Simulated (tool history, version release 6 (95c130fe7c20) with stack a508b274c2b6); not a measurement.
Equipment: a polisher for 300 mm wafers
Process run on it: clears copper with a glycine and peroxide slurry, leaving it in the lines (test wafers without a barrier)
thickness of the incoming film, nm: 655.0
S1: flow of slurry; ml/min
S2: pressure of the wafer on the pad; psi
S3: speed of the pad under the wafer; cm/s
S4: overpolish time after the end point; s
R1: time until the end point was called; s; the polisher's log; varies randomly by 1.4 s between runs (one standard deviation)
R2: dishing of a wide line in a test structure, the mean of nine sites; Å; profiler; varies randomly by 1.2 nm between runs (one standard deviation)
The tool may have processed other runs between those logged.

{"run": 1, "hour": 0.0, "S1": 140, "S2": 3.0, "S3": 92, "S4": 20, "R1": 160.87, "R2": 414.77}
{"run": 2, "hour": 6.0, "S1": 145, "S2": 3.3, "S3": 94, "S4": 21, "R1": 151.81, "R2": 442.23}
{"run": 3, "hour": 14.8, "S1": 145, "S2": 3.6, "S3": 96, "S4": 21, "R1": 141.49, "R2": 467.13}
{"run": 4, "hour": 18.0, "S1": 145, "S2": 4.3, "S3": 96, "S4": 21, "R1": 130.26, "R2": 480.25}
{"run": 5, "hour": 19.2, "S1": 145, "S2": 4.0, "S3": 96, "S4": 21, "R1": 134.5, "R2": 462.29}
{"run": 6, "hour": 26.2, "S1": 150, "S2": 4.2, "S3": 98, "S4": 22, "R1": 130.41, "R2": 488.83}
{"run": 7, "hour": 30.5, "S1": 150, "S2": 4.3, "S3": 102, "S4": 22, "R1": 119.95, "R2": 500.34}
{"run": 8, "hour": 36.4, "S1": 150, "S2": 4.4, "S3": 102, "S4": 23, "R1": 119.18, "R2": 518.49}
{"hour": 37.5, "done": "worn pad replaced by a new one"}
{"run": 9, "hour": 37.5, "S1": 155, "S2": 4.6, "S3": 102, "S4": 23, "R1": 103.02, "R2": 549.22}

Expected results for the next run?
{"run": 10, "hour": 42.9, "S1": 150, "S2": 4.6, "S3": 102, "S4": 23, "R1": "?", "R2": "?"}

{"run 10": {"R1": 103.69, "R2": 548.78}}

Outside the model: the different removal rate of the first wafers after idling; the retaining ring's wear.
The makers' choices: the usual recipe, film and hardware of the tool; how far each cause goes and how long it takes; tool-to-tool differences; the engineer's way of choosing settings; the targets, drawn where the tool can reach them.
